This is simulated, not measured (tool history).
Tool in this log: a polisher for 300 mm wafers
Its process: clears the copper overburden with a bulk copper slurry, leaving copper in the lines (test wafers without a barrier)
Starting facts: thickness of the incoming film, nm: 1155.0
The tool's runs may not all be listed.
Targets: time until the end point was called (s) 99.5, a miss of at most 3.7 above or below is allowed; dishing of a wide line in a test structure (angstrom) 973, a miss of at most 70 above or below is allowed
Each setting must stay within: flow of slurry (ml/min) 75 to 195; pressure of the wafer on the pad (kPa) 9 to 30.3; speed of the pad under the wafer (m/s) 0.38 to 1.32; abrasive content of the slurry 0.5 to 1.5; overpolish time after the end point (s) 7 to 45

run	hour	flow of slurry (ml/min)	pressure of the wafer on the pad (kPa)	speed of the pad under the wafer (m/s)	abrasive content of the slurry	overpolish time after the end point (s)	time until the end point was called (s)	dishing of a wide line in a test structure (angstrom)
1	0	125	19.3	0.84	1	23	129.67	770.75
2	7.1	125	23.4	0.84	1	23	111.44	846.62
3	8	150	23.4	0.84	1	23	105.75	863.57
4	14.8	150	23.4	0.84	1.15	23	104.08	884.37
5	23.2	150	23.4	0.64	1.15	23	132.1	784
6	32.1	150	24.1	0.64	1.15	24	128.28	854.98
7	40.7	150	24.8	0.64	1.15	24	124.42	847.49
8	43.5	150	25.5	0.64	1.15	24	121.58	843.36
9	48.1	170	29.6	0.64	1.15	27	105.64	928.15

Pick the move, out of 4, that brings all results within their allowed miss; only one does.
A	52.7	170	25.5	0.7	1	33	?	?
B	52.7	150	29.6	0.7	1.2	18	?	?
C	52.7	195	28.3	0.68	1.35	36	?	?
D	52.7	145	29.6	0.56	1.35	31	?	?

move	time until the end point was called (s)	dishing of a wide line in a test structure (angstrom)
A	113.35	961.79
B	97.659	844.79
C	98.267	1020.1
D	113.97	965.97
A: moves away from the targets compared with the last run
B: meets the target for the result that was furthest off, but another lies outside its allowed miss
C: all results land within tolerance of their targets
D: moves away from the targets compared with the last run
C meets every target.

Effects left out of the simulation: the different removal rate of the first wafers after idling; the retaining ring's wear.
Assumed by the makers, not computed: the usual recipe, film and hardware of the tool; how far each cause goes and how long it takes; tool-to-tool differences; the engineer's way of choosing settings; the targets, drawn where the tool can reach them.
